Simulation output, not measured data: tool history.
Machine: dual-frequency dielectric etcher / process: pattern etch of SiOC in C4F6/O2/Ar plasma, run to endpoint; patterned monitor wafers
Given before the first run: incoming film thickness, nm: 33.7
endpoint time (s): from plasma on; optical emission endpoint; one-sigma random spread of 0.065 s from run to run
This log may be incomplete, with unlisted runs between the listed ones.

run  hour  bias power (W)  source power (W)  endpoint time (s)
  1     0             615               250             12.804
  2   1.2             541               250              13.25
  3   7.7             582               260             12.589
  4  15.8             582               300             11.792
  5  18.4             495               300               12.3
  6  20.6             495               320             12.184
  7  22.7             514               320             12.001
  8  31.2             530               320             11.835
  9  38.9             543               320             11.713
 10  47.1             543               320             11.811
 11  50.3             556               320             11.585
     52.3  -- bias power generator calibrated
 12  52.3             563               320              11.72
 13  57.9             575               320             11.652

Run 14, settings as shown, results not yet in. Your forecast:
 14  61.2             585               320                  ?

endpoint time (s): 11.619

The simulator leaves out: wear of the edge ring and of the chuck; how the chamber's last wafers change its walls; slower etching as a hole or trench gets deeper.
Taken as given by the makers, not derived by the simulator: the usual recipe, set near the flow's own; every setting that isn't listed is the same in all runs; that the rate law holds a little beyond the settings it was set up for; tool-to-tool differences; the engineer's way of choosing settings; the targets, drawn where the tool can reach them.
